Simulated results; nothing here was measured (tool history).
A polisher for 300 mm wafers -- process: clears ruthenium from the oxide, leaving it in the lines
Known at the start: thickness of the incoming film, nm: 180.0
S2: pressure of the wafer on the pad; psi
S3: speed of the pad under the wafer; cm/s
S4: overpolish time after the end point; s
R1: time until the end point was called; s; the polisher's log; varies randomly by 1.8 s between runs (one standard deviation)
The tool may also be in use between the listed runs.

{"run": 1, "hour": 0.0, "flow of slurry (ml/min)": 140, "S2": 2.4, "S3": 106, "S4": 8, "R1": 149.19}
{"run": 2, "hour": 3.2, "flow of slurry (ml/min)": 140, "S2": 2.4, "S3": 106, "S4": 8, "R1": 155.97}
{"run": 3, "hour": 10.1, "flow of slurry (ml/min)": 140, "S2": 2.4, "S3": 106, "S4": 8, "R1": 148.79}
{"run": 4, "hour": 17.4, "flow of slurry (ml/min)": 140, "S2": 2.6, "S3": 108, "S4": 8, "R1": 135.68}
{"run": 5, "hour": 21.3, "flow of slurry (ml/min)": 140, "S2": 2.8, "S3": 108, "S4": 8, "R1": 129.22}
{"run": 6, "hour": 26.3, "flow of slurry (ml/min)": 140, "S2": 2.8, "S3": 108, "S4": 8, "R1": 129.89}
{"run": 7, "hour": 32.9, "flow of slurry (ml/min)": 140, "S2": 3.0, "S3": 110, "S4": 8, "R1": 122.61}

Forecast run 8:
{"run": 8, "hour": 38.9, "flow of slurry (ml/min)": 140, "S2": 3.1, "S3": 112, "S4": 8, "R1": "?"}

{"run 8": {"R1": 111.88}}

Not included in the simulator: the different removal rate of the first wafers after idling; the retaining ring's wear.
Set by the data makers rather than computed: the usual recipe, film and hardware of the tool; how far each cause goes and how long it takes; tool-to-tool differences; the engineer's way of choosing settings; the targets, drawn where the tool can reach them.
